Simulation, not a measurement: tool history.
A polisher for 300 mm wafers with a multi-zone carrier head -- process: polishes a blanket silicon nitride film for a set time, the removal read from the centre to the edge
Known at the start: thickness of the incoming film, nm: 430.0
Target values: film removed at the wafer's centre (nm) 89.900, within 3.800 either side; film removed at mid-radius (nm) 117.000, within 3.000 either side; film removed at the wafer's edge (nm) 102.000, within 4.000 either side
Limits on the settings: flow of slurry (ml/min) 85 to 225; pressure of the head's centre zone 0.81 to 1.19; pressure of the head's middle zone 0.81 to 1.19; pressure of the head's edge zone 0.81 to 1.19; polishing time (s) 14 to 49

run  hour  flow of slurry (ml/min)  pressure of the head's centre zone  pressure of the head's middle zone  pressure of the head's edge zone  polishing time (s)  film removed at the wafer's centre (nm)  film removed at mid-radius (nm)  film removed at the wafer's edge (nm)
  1   0.0                      145                                1.00                                1.00                              1.00                  31                                   80.679                           83.175                                 79.708
  2   4.9                      155                                0.99                                1.03                              1.02                  32                                   86.238                           88.311                                 85.835
  3  13.6                      155                                0.99                                0.98                              1.02                  32                                   85.832                           85.812                                 86.443
  4  20.1                      155                                0.96                                0.98                              1.02                  32                                   82.601                           85.504                                 86.015
  5  25.9                      160                                0.94                                1.01                              1.02                  33                                   82.910                           90.747                                 86.735
  6  27.9                      160                                0.94                                1.01                              1.02                  27                                   68.609                           74.746                                 73.725
  7  36.8                      165                                0.93                                1.04                              1.03                  28                                   72.505                           79.499                                 76.585
  8  40.2                      170                                0.91                                1.06                              1.04                  29                                   72.035                           84.360                                 78.565

Next run, 4 choices. One meets every target within its allowed miss, the rest don't. Which?
  A  43.6                      155                                0.85                                1.07                              1.04                  42                                        ?                                ?                                      ?
  B  43.6                      180                                0.85                                1.13                              1.03                  38                                        ?                                ?                                      ?
  C  43.6                      200                                0.92                                1.18                              1.04                  39                                        ?                                ?                                      ?
  D  43.6                      190                                0.86                                1.15                              1.02                  42                                        ?                                ?                                      ?

move  film removed at the wafer's centre (nm)  film removed at mid-radius (nm)  film removed at the wafer's edge (nm)
   A                                   96.515                          120.780                                111.920
   B                                   90.111                          117.580                                102.750
   C                                  102.110                          127.230                                107.220
   D                                  101.800                          133.060                                113.750
A: takes the result that was furthest off past its target
B: every result within its allowed miss
C: takes the result that was furthest off past its target
D: takes the result that was furthest off past its target
So the answer is move B, the one that meets all the targets.
